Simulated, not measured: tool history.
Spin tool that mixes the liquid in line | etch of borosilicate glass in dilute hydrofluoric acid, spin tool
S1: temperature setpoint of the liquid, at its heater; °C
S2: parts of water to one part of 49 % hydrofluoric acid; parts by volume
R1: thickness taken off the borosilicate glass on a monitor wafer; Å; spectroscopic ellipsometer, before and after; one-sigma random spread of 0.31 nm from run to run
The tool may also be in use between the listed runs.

{"run": 1, "day": 0.0, "S1": 25.0, "S2": 100, "time under the liquid (s)": 45, "R1": 119.21}
{"run": 2, "day": 0.117, "S1": 26.0, "S2": 90, "time under the liquid (s)": 45, "R1": 139.17}
{"run": 3, "day": 0.429, "S1": 26.5, "S2": 85, "time under the liquid (s)": 45, "R1": 149.65}
{"run": 4, "day": 0.542, "S1": 26.5, "S2": 85, "time under the liquid (s)": 50, "R1": 167.98}
{"run": 5, "day": 0.696, "S1": 26.5, "S2": 65, "time under the liquid (s)": 50, "R1": 226.25}
{"run": 6, "day": 0.975, "S1": 26.5, "S2": 65, "time under the liquid (s)": 45, "R1": 199.73}
{"run": 7, "day": 1.317, "S1": 27.0, "S2": 60, "time under the liquid (s)": 45, "R1": 225.06}
{"run": 8, "day": 1.521, "S1": 27.5, "S2": 60, "time under the liquid (s)": 45, "R1": 231.37}
{"run": 9, "day": 1.675, "S1": 28.0, "S2": 60, "time under the liquid (s)": 45, "R1": 231.27}
{"run": 10, "day": 2.033, "S1": 28.0, "S2": 60, "time under the liquid (s)": 45, "R1": 233.18}
{"run": 11, "day": 2.242, "S1": 28.5, "S2": 60, "time under the liquid (s)": 45, "R1": 239.98}
{"run": 12, "day": 2.429, "S1": 29.0, "S2": 60, "time under the liquid (s)": 45, "R1": 241.51}
{"run": 13, "day": 2.746, "S1": 29.5, "S2": 60, "time under the liquid (s)": 45, "R1": 247.15}

Estimate the outcome of run 14 from the log above:
{"run": 14, "day": 3.004, "S1": 30.0, "S2": 60, "time under the liquid (s)": 45, "R1": "?"}

R1: 253.09 Å
